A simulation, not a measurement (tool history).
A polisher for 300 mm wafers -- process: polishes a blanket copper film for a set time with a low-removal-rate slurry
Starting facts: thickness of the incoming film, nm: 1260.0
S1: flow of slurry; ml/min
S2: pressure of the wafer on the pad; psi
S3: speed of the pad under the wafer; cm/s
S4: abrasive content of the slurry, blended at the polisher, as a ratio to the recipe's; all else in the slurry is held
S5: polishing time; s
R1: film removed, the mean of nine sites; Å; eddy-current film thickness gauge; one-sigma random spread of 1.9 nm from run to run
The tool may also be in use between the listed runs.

run,hour,S1,S2,S3,S4,S5,R1
1,0.0,175,2.7,112,1.0,60,2181.1
2,5.3,175,2.7,134,1.0,60,2548.9
3,11.4,175,2.7,154,1.0,60,2823.1
4,12.4,175,2.3,142,1.0,59,2241.7
5,14.2,175,2.0,136,1.0,59,1888.4
6,18.8,175,2.6,136,1.0,59,2419.3

Run 7, settings as shown, results not yet in. Your forecast:
7,21.5,175,2.2,132,1.0,59,?

{"run 7": {"R1": 1948.1}}
